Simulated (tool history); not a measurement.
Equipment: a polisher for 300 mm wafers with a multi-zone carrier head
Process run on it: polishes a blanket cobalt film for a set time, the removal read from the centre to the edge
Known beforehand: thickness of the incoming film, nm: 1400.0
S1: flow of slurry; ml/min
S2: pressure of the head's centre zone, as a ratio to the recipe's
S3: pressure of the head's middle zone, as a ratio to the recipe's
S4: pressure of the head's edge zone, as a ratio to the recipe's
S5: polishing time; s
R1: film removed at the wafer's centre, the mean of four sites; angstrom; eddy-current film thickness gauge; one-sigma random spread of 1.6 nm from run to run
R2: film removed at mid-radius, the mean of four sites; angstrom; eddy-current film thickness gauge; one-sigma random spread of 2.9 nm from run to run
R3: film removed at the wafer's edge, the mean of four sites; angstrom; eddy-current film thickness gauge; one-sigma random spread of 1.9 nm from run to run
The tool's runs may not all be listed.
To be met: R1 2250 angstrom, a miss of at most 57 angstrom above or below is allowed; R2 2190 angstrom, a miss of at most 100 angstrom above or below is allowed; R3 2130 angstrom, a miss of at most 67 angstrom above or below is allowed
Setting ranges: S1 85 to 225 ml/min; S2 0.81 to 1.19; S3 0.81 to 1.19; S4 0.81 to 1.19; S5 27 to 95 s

{"run": 1, "hour": 0.0, "S1": 145, "S2": 1, "S3": 1, "S4": 1, "S5": 61, "R1": 1955.8, "R2": 1933.2, "R3": 1985.7}
{"run": 2, "hour": 8.9, "S1": 145, "S2": 0.93, "S3": 1, "S4": 1, "S5": 61, "R1": 1842.6, "R2": 1938.7, "R3": 1949.4}
{"run": 3, "hour": 15.7, "S1": 155, "S2": 0.95, "S3": 1.01, "S4": 1, "S5": 61, "R1": 1896.1, "R2": 1966.3, "R3": 1980.9}
{"run": 4, "hour": 20.0, "S1": 165, "S2": 0.97, "S3": 1.02, "S4": 1, "S5": 61, "R1": 1935.4, "R2": 2052.1, "R3": 2021.8}
{"run": 5, "hour": 21.7, "S1": 170, "S2": 0.99, "S3": 1.02, "S4": 0.99, "S5": 61, "R1": 2001.6, "R2": 2048, "R3": 1997.4}
{"run": 6, "hour": 26.4, "S1": 175, "S2": 1, "S3": 1.02, "S4": 1, "S5": 61, "R1": 2029.3, "R2": 1979.1, "R3": 2007.3}
{"run": 7, "hour": 35.0, "S1": 180, "S2": 1.01, "S3": 1.03, "S4": 1, "S5": 61, "R1": 2070.4, "R2": 2062, "R3": 2022.1}
{"run": 8, "hour": 42.0, "S1": 185, "S2": 1.02, "S3": 1.04, "S4": 1.01, "S5": 61, "R1": 2085.1, "R2": 2094.7, "R3": 2051.4}
{"run": 9, "hour": 45.0, "S1": 185, "S2": 1.02, "S3": 1.04, "S4": 1.01, "S5": 61, "R1": 2093.9, "R2": 2101.4, "R3": 2035.7}
{"run": 10, "hour": 47.2, "S1": 185, "S2": 1.02, "S3": 1.04, "S4": 1.01, "S5": 61, "R1": 2090.3, "R2": 2064.9, "R3": 2057.8}
{"run": 11, "hour": 48.5, "S1": 190, "S2": 1.03, "S3": 1.05, "S4": 1.01, "S5": 61, "R1": 2109.3, "R2": 2135, "R3": 2018.3}
{"run": 12, "hour": 53.6, "S1": 195, "S2": 1.03, "S3": 1.05, "S4": 1.02, "S5": 61, "R1": 2136.4, "R2": 2111.5, "R3": 2091}

Pick the move, out of 5, that brings all results within their allowed miss; only one does.
{"run": "A", "hour": 58.7, "S1": 225, "S2": 1, "S3": 1.09, "S4": 1.16, "S5": 65, "R1": "?", "R2": "?", "R3": "?"}
{"run": "B", "hour": 58.7, "S1": 205, "S2": 1.04, "S3": 1.02, "S4": 1.02, "S5": 63, "R1": "?", "R2": "?", "R3": "?"}
{"run": "C", "hour": 58.7, "S1": 195, "S2": 0.96, "S3": 0.91, "S4": 1.15, "S5": 65, "R1": "?", "R2": "?", "R3": "?"}
{"run": "D", "hour": 58.7, "S1": 140, "S2": 1.01, "S3": 1.07, "S4": 1.01, "S5": 67, "R1": "?", "R2": "?", "R3": "?"}
{"run": "E", "hour": 58.7, "S1": 175, "S2": 1.08, "S3": 1.05, "S4": 1.18, "S5": 58, "R1": "?", "R2": "?", "R3": "?"}

move=A R1=2277.4 R2=2441.4 R3=2346
move=B R1=2263.5 R2=2208.5 R3=2148.3
move=C R1=2135.6 R2=2056.3 R3=2309.9
move=D R1=2175.1 R2=2294.1 R3=2171.2
move=E R1=2107.9 R2=2033.8 R3=2052.8
A: corrects the largest miss of the last run, while another result sits out of spec
B: every result lands within tolerance
C: its largest miss is bigger than the last run's
D: gains on the last run, yet a result remains outside its allowed miss
E: its largest miss is bigger than the last run's
Go with B: it meets all targets.
